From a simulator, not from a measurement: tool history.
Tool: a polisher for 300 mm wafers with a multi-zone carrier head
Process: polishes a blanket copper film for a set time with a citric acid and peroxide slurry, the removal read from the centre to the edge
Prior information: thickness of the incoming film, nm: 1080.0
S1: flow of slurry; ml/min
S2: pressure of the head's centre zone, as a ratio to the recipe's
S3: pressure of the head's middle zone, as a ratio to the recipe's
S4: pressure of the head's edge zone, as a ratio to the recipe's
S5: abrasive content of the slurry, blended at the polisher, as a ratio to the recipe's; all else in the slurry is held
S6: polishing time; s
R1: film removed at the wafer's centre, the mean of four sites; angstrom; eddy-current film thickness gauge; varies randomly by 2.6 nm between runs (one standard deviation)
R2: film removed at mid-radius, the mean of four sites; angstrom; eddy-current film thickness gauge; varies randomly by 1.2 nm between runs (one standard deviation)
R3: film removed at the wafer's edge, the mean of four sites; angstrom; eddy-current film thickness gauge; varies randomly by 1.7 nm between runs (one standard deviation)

{"run": 1, "hour": 0.0, "S1": 160, "S2": 1, "S3": 1, "S4": 1, "S5": 1, "S6": 79, "R1": 1286.6, "R2": 1278.2, "R3": 1245.6}
{"run": 2, "hour": 1.0, "S1": 160, "S2": 0.96, "S3": 1, "S4": 1, "S5": 1, "S6": 79, "R1": 1201.2, "R2": 1267.7, "R3": 1271.3}
{"run": 3, "hour": 6.8, "S1": 165, "S2": 0.98, "S3": 1, "S4": 1.02, "S5": 1.05, "S6": 80, "R1": 1293.7, "R2": 1315.9, "R3": 1311.8}
{"run": 4, "hour": 8.1, "S1": 165, "S2": 0.98, "S3": 1, "S4": 0.99, "S5": 1.05, "S6": 80, "R1": 1272.7, "R2": 1306.3, "R3": 1262.1}
{"run": 5, "hour": 10.1, "S1": 135, "S2": 0.98, "S3": 1, "S4": 0.99, "S5": 1.05, "S6": 80, "R1": 1200.6, "R2": 1253.5, "R3": 1232.4}
{"run": 6, "hour": 14.5, "S1": 145, "S2": 1, "S3": 1.01, "S4": 1.01, "S5": 1.1, "S6": 81, "R1": 1298.7, "R2": 1311.7, "R3": 1287.1}
{"run": 7, "hour": 21.4, "S1": 155, "S2": 1.02, "S3": 1.02, "S4": 1.03, "S5": 1.15, "S6": 82, "R1": 1388.4, "R2": 1380.1, "R3": 1361.8}
{"run": 8, "hour": 25.6, "S1": 165, "S2": 1.04, "S3": 1.03, "S4": 1.05, "S5": 1.15, "S6": 82, "R1": 1436.4, "R2": 1387, "R3": 1384.9}
{"run": 9, "hour": 33.9, "S1": 175, "S2": 1.06, "S3": 1.04, "S4": 1.06, "S5": 1.2, "S6": 82, "R1": 1454.6, "R2": 1431.2, "R3": 1403.8}
{"run": 10, "hour": 41.2, "S1": 180, "S2": 1.08, "S3": 1.03, "S4": 1.06, "S5": 1.25, "S6": 84, "R1": 1556.2, "R2": 1474.9, "R3": 1436.4}
{"run": 11, "hour": 48.6, "S1": 185, "S2": 1.09, "S3": 1.03, "S4": 1.07, "S5": 1.3, "S6": 85, "R1": 1623.4, "R2": 1520.5, "R3": 1512.5}
{"run": 12, "hour": 50.6, "S1": 190, "S2": 1.1, "S3": 1.03, "S4": 1.07, "S5": 1.35, "S6": 86, "R1": 1645.3, "R2": 1512.4, "R3": 1533.8}
{"run": 13, "hour": 56.0, "S1": 195, "S2": 1.11, "S3": 1.03, "S4": 1.07, "S5": 1.35, "S6": 87, "R1": 1705.8, "R2": 1553.2, "R3": 1559.6}
{"run": 14, "hour": 64.0, "S1": 195, "S2": 1.11, "S3": 1.03, "S4": 1.07, "S5": 1.35, "S6": 87, "R1": 1749, "R2": 1558.7, "R3": 1549.8}
{"run": 15, "hour": 70.1, "S1": 200, "S2": 1.12, "S3": 1.04, "S4": 1.08, "S5": 1.35, "S6": 87, "R1": 1746.3, "R2": 1588.8, "R3": 1552.1}

Forecast run 16:
{"run": 16, "hour": 77.6, "S1": 205, "S2": 1.13, "S3": 1.04, "S4": 1.08, "S5": 1.35, "S6": 87, "R1": "?", "R2": "?", "R3": "?"}

R1: 1753.2 angstrom
R2: 1569 angstrom
R3: 1547.1 angstrom

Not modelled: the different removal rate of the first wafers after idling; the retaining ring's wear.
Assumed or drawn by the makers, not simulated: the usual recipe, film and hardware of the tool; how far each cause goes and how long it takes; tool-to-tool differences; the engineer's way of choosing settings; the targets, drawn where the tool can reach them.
